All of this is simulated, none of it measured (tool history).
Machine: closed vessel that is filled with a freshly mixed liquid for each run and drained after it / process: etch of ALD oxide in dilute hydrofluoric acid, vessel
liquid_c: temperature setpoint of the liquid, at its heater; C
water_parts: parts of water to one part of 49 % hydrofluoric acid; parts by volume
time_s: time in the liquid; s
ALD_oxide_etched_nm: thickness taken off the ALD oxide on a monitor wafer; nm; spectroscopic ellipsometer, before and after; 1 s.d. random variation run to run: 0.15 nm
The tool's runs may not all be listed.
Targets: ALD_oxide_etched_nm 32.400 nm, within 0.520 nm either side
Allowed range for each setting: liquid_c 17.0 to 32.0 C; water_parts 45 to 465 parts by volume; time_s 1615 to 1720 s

run,day,liquid_c,water_parts,time_s,ALD_oxide_etched_nm
1,0.000,24.0,255,1615,51.480
2,0.208,25.5,255,1615,54.584
3,0.371,25.5,255,1615,54.969
4,0.512,24.5,260,1615,51.364
5,0.583,23.0,260,1615,48.191
6,0.971,26.0,260,1615,53.933
7,1.117,25.0,265,1615,51.093
8,1.433,21.0,315,1615,35.264
9,1.692,20.5,315,1615,34.954
10,2.058,20.0,315,1615,34.342
11,2.333,19.0,315,1615,33.095

Of the 5 settings listed for the next run, only one would bring every result within its allowed miss of target. Which one?
A,2.608,18.5,305,1615,?
B,2.608,20.0,330,1665,?
C,2.608,17.0,310,1680,?
D,2.608,20.5,325,1615,?
E,2.608,17.0,295,1680,?

move,ALD_oxide_etched_nm
A,33.779
B,33.271
C,32.549
D,33.508
E,34.634
A: lands further from the targets than the last run did
B: lands further from the targets than the last run did
C: all results in spec
D: lands further from the targets than the last run did
E: lands further from the targets than the last run did
The right move is C.
